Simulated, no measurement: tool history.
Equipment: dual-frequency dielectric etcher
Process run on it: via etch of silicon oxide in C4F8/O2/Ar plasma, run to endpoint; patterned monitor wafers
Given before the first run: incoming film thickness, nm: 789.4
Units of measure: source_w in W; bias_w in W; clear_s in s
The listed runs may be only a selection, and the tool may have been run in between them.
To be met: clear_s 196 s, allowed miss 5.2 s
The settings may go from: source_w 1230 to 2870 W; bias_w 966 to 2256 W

| run | hour | source_w | bias_w | clear_s |
|---|---|---|---|---|
| 1 | 0 | 2050 | 1611 | 166.73 |
| 2 | 6.9 | 1930 | 1575 | 177.47 |
| 3 | 12.3 | 1880 | 1567 | 176.49 |
| 4 | 20.9 | 1880 | 1831 | 170.98 |
| 5 | 26.4 | 1620 | 1831 | 179.65 |
| 6 | 34.1 | 1560 | 1811 | 182.81 |
| 7 | 42.9 | 1230 | 1716 | 205.07 |
| 8 | 50.6 | 1260 | 1721 | 204.49 |
| 9 | 53.2 | 1290 | 1726 | 202.07 |

4 next moves are on the table. One of them brings every result within its allowed miss. Which?
| A | 55.8 | 1330 | 1440 | ? |
| B | 55.8 | 1230 | 1770 | ? |
| C | 55.8 | 1230 | 1970 | ? |
| D | 55.8 | 1300 | 1548 | ? |

| move | clear_s |
|---|---|
| A | 214.69 |
| B | 208.15 |
| C | 201.02 |
| D | 212.01 |
A: its largest miss is bigger than the last run's
B: its largest miss is bigger than the last run's
C: meets every target
D: its largest miss is bigger than the last run's
The move that meets every target is C.
